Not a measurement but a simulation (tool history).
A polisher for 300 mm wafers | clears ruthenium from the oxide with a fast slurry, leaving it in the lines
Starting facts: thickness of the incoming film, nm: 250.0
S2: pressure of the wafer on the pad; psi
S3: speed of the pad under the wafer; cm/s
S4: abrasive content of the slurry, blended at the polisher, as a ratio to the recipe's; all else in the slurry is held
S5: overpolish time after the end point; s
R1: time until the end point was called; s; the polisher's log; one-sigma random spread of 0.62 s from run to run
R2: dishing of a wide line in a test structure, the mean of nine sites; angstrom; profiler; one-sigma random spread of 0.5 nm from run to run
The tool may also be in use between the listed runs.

{"run": 1, "hour": 0.0, "flow of slurry (ml/min)": 130, "S2": 2.2, "S3": 100, "S4": 1.0, "S5": 19, "R1": 82.73, "R2": 475.52}
{"run": 2, "hour": 5.7, "flow of slurry (ml/min)": 130, "S2": 1.9, "S3": 100, "S4": 1.0, "S5": 19, "R1": 91.997, "R2": 417.37}
{"run": 3, "hour": 13.7, "flow of slurry (ml/min)": 140, "S2": 2.2, "S3": 102, "S4": 1.0, "S5": 17, "R1": 78.184, "R2": 437.37}
{"run": 4, "hour": 21.9, "flow of slurry (ml/min)": 140, "S2": 1.8, "S3": 102, "S4": 1.0, "S5": 17, "R1": 95.028, "R2": 377.34}
{"run": 5, "hour": 30.6, "flow of slurry (ml/min)": 145, "S2": 2.1, "S3": 102, "S4": 1.0, "S5": 16, "R1": 81.8, "R2": 400.57}
{"run": 6, "hour": 36.5, "flow of slurry (ml/min)": 145, "S2": 2.1, "S3": 102, "S4": 1.2, "S5": 16, "R1": 76.355, "R2": 424.66}
{"run": 7, "hour": 39.1, "flow of slurry (ml/min)": 150, "S2": 2.3, "S3": 102, "S4": 1.2, "S5": 15, "R1": 70.857, "R2": 432.15}
{"run": 8, "hour": 42.0, "flow of slurry (ml/min)": 155, "S2": 2.4, "S3": 102, "S4": 1.2, "S5": 14, "R1": 66.442, "R2": 432.81}

Estimate the outcome of run 9 from the log above:
{"run": 9, "hour": 44.0, "flow of slurry (ml/min)": 160, "S2": 2.5, "S3": 102, "S4": 1.2, "S5": 14, "R1": "?", "R2": "?"}

Run 9 produced R1 64.421 s, R2 442.76 angstrom.
